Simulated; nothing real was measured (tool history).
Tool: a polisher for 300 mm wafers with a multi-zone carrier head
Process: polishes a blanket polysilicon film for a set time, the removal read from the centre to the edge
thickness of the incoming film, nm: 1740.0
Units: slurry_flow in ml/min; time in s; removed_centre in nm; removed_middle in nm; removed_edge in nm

run,hour,slurry_flow,centre_zone,middle_zone,edge_zone,time,removed_centre,removed_middle,removed_edge
1,0,135,1,1,1,65,366.13,369.93,362.7
2,0.7,140,1.03,0.99,1.02,65,373.91,365.86,369.43
3,4.3,140,1.03,1.03,1.02,65,377.42,375.06,371.29
4,6.1,145,1.05,1.02,1.02,66,396.2,385.46,375.86
5,11,145,1.05,1.02,1.09,66,393.66,385.29,386.77
6,15,145,1.08,1.02,1.09,66,409.69,375.64,391.35
7,17.2,150,1.1,1.02,1.1,66,414.06,381.81,396.29
8,19.2,155,1.11,1.01,1.09,67,426.99,391.78,392.55
9,25.8,155,1.12,0.99,1.09,68,434.11,387.9,410.76
10,27.3,155,1.13,0.98,1.07,69,445.58,388.06,410.43
11,30.5,160,1.14,0.97,1.06,69,451.12,394.32,409.54

Forecast run 12:
12,38.8,160,1.15,0.96,1.05,70,?,?,?

removed_centre: 472.72 nm
removed_middle: 398.03 nm
removed_edge: 409.42 nm
